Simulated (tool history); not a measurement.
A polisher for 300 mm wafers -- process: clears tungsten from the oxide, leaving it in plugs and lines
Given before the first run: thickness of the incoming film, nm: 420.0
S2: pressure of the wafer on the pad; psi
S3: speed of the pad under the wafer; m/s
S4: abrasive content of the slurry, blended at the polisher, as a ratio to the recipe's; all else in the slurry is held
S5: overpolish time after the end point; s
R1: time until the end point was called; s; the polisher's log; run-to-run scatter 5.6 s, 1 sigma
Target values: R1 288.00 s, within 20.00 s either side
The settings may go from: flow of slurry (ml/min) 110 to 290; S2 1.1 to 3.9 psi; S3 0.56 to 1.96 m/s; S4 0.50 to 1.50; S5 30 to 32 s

run 1 hour=0.0 | flow_of_slurry_(ml/min)=185 S2=2.5 S3=1.26 S4=1.00 S5=30 | R1=132.55
run 2 hour=6.3 | flow_of_slurry_(ml/min)=220 S2=2.5 S3=1.26 S4=1.00 S5=30 | R1=127.59
run 3 hour=9.0 | flow_of_slurry_(ml/min)=220 S2=2.5 S3=1.26 S4=0.90 S5=30 | R1=130.51
run 4 hour=14.0 | flow_of_slurry_(ml/min)=220 S2=2.5 S3=1.26 S4=0.80 S5=30 | R1=133.00
run 5 hour=20.0 | flow_of_slurry_(ml/min)=240 S2=2.5 S3=1.26 S4=0.80 S5=30 | R1=129.62
run 6 hour=24.0 | flow_of_slurry_(ml/min)=240 S2=2.5 S3=1.38 S4=0.80 S5=30 | R1=122.06
run 7 hour=27.5 | flow_of_slurry_(ml/min)=240 S2=2.3 S3=1.30 S4=0.80 S5=30 | R1=141.78
-- hour=28.7 slurry blender recalibrated
run 8 hour=28.7 | flow_of_slurry_(ml/min)=240 S2=2.1 S3=1.26 S4=0.80 S5=30 | R1=149.14
run 9 hour=30.5 | flow_of_slurry_(ml/min)=235 S2=1.9 S3=1.18 S4=0.80 S5=30 | R1=171.61
run 10 hour=38.1 | flow_of_slurry_(ml/min)=235 S2=1.9 S3=1.18 S4=0.80 S5=30 | R1=176.23
run 11 hour=39.0 | flow_of_slurry_(ml/min)=235 S2=1.8 S3=1.14 S4=0.80 S5=30 | R1=186.38
run 12 hour=45.1 | flow_of_slurry_(ml/min)=235 S2=1.7 S3=1.10 S4=0.80 S5=30 | R1=206.23
run 13 hour=47.7 | flow_of_slurry_(ml/min)=235 S2=1.6 S3=1.08 S4=0.80 S5=30 | R1=221.91
run 14 hour=54.7 | flow_of_slurry_(ml/min)=235 S2=1.5 S3=1.06 S4=0.80 S5=30 | R1=237.98
run 15 hour=59.5 | flow_of_slurry_(ml/min)=235 S2=1.4 S3=1.06 S4=0.80 S5=30 | R1=258.22

Pick the move, out of 5, that brings all results within their allowed miss; only one does.
run A hour=64.3 | flow_of_slurry_(ml/min)=260 S2=1.6 S3=1.10 S4=0.70 S5=32 | R1=?
run B hour=64.3 | flow_of_slurry_(ml/min)=265 S2=1.3 S3=1.18 S4=0.70 S5=30 | R1=?
run C hour=64.3 | flow_of_slurry_(ml/min)=185 S2=2.0 S3=0.70 S4=0.85 S5=30 | R1=?
run D hour=64.3 | flow_of_slurry_(ml/min)=205 S2=1.2 S3=1.08 S4=1.05 S5=30 | R1=?
run E hour=64.3 | flow_of_slurry_(ml/min)=170 S2=1.4 S3=1.14 S4=0.80 S5=30 | R1=?

move=A R1=217.70
move=B R1=249.91
move=C R1=250.74
move=D R1=276.07
move=E R1=248.30
A: misses by more than the last run did
B: misses by more than the last run did
C: misses by more than the last run did
D: meets every target
E: misses by more than the last run did
D meets every target.
